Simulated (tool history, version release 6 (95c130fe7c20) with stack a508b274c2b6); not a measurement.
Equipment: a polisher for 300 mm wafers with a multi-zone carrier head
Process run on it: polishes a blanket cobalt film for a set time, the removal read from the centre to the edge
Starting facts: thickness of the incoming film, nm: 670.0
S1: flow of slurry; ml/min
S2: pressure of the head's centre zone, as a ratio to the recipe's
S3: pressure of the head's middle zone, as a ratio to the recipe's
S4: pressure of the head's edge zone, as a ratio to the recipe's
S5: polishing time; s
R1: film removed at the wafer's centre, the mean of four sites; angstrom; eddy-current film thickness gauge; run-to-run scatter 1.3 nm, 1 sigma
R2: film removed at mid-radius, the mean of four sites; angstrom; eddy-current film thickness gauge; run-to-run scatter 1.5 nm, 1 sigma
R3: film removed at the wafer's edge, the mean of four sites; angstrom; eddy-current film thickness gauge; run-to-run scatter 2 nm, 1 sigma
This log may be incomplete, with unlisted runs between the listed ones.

{"run": 1, "hour": 0.0, "S1": 270, "S2": 1.0, "S3": 1.0, "S4": 1.0, "S5": 70, "R1": 2143.4, "R2": 2142.2, "R3": 2123.6}
{"run": 2, "hour": 3.7, "S1": 260, "S2": 0.96, "S3": 1.01, "S4": 1.0, "S5": 68, "R1": 1987.3, "R2": 2060.6, "R3": 2047.7}
{"run": 3, "hour": 10.8, "S1": 260, "S2": 0.9, "S3": 1.01, "S4": 1.0, "S5": 68, "R1": 1876.6, "R2": 2086.0, "R3": 2090.7}
{"run": 4, "hour": 15.3, "S1": 260, "S2": 0.9, "S3": 1.08, "S4": 1.0, "S5": 68, "R1": 1866.4, "R2": 2188.5, "R3": 2087.0}
{"run": 5, "hour": 20.7, "S1": 315, "S2": 0.9, "S3": 1.08, "S4": 1.0, "S5": 68, "R1": 1948.7, "R2": 2239.5, "R3": 2058.7}
{"run": 6, "hour": 24.2, "S1": 295, "S2": 0.88, "S3": 1.07, "S4": 0.99, "S5": 66, "R1": 1810.8, "R2": 2145.5, "R3": 1989.7}
{"run": 7, "hour": 28.4, "S1": 280, "S2": 0.86, "S3": 1.06, "S4": 0.98, "S5": 65, "R1": 1719.6, "R2": 2067.0, "R3": 1979.3}
{"run": 8, "hour": 30.5, "S1": 275, "S2": 0.85, "S3": 1.06, "S4": 0.96, "S5": 64, "R1": 1690.7, "R2": 2025.1, "R3": 1913.1}
{"run": 9, "hour": 38.4, "S1": 260, "S2": 0.84, "S3": 1.06, "S4": 0.96, "S5": 63, "R1": 1622.4, "R2": 2016.1, "R3": 1892.9}
{"run": 10, "hour": 41.6, "S1": 255, "S2": 0.83, "S3": 1.05, "S4": 0.95, "S5": 63, "R1": 1632.9, "R2": 1990.1, "R3": 1876.7}
{"run": 11, "hour": 48.0, "S1": 250, "S2": 0.83, "S3": 1.05, "S4": 0.95, "S5": 62, "R1": 1595.8, "R2": 1971.7, "R3": 1789.7}
{"run": 12, "hour": 51.6, "S1": 245, "S2": 0.83, "S3": 1.05, "S4": 0.96, "S5": 62, "R1": 1563.9, "R2": 1962.5, "R3": 1802.9}

For run 13, what comes out?
{"run": 13, "hour": 56.3, "S1": 240, "S2": 0.83, "S3": 1.04, "S4": 0.97, "S5": 62, "R1": "?", "R2": "?", "R3": "?"}

R1: 1559.0 angstrom
R2: 1885.1 angstrom
R3: 1828.7 angstrom
